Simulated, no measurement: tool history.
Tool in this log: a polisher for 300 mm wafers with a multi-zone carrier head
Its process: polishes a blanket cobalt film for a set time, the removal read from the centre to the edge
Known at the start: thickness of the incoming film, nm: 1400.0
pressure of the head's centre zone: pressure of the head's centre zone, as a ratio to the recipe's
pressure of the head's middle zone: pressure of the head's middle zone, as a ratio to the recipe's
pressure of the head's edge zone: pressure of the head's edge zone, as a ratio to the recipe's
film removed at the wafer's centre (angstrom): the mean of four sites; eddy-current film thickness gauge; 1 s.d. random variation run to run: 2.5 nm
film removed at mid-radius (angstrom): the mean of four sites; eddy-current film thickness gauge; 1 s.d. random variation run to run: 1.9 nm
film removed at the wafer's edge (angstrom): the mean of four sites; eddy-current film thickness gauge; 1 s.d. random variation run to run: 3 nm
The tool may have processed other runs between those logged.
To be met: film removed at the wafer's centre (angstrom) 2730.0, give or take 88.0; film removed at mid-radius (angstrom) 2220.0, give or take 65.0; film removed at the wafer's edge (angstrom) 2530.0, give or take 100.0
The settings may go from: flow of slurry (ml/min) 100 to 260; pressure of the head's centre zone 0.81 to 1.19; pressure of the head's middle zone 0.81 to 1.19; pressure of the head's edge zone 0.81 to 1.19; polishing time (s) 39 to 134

run  hour  flow of slurry (ml/min)  pressure of the head's centre zone  pressure of the head's middle zone  pressure of the head's edge zone  polishing time (s)  film removed at the wafer's centre (angstrom)  film removed at mid-radius (angstrom)  film removed at the wafer's edge (angstrom)
  1   0.0                      165                                1.00                                1.00                              1.00                  86                                         2865.6                                 2859.1                                       2928.7
  2   7.3                      160                                1.01                                0.98                              0.98                  85                                         2833.6                                 2787.7                                       2814.7
  3  14.5                      160                                1.01                                0.94                              0.98                  85                                         2872.9                                 2650.6                                       2778.1
  4  20.2                      155                                1.01                                0.92                              0.98                  85                                         2834.4                                 2542.1                                       2793.4
  5  28.6                      155                                1.01                                0.92                              0.98                  77                                         2537.9                                 2361.2                                       2459.3
  6  30.1                      155                                1.02                                0.91                              0.99                  77                                         2599.6                                 2320.9                                       2530.6
  7  33.6                      155                                1.03                                0.90                              0.99                  77                                         2599.7                                 2296.1                                       2506.0
  8  38.7                      155                                1.04                                0.89                              0.99                  77                                         2609.9                                 2291.1                                       2533.3

Which one of the following 5 next-run settings gets every result inside its allowed miss? There is exactly one.
  A  43.8                      160                                1.09                                0.96                              0.81                  76                                              ?                                      ?                                            ?
  B  43.8                      120                                1.09                                0.96                              1.03                  81                                              ?                                      ?                                            ?
  C  43.8                      195                                1.19                                0.93                              0.81                  73                                              ?                                      ?                                            ?
  D  43.8                      160                                1.07                                0.85                              0.97                  77                                              ?                                      ?                                            ?
  E  43.8                      155                                1.03                                0.91                              1.00                  76                                              ?                                      ?                                            ?

move  film removed at the wafer's centre (angstrom)  film removed at mid-radius (angstrom)  film removed at the wafer's edge (angstrom)
   A                                         2741.7                                 2415.9                                       2304.8
   B                                         2725.7                                 2420.3                                       2627.6
   C                                         2984.5                                 2334.3                                       2268.9
   D                                         2724.4                                 2212.1                                       2538.7
   E                                         2571.6                                 2296.7                                       2529.7
A: gets the furthest-off result to its target, but another result is out of tolerance
B: gets the furthest-off result to its target, but another result is out of tolerance
C: pushes the last run's worst result past its target
D: every result within its allowed miss
E: its largest miss is bigger than the last run's
The right move is D.

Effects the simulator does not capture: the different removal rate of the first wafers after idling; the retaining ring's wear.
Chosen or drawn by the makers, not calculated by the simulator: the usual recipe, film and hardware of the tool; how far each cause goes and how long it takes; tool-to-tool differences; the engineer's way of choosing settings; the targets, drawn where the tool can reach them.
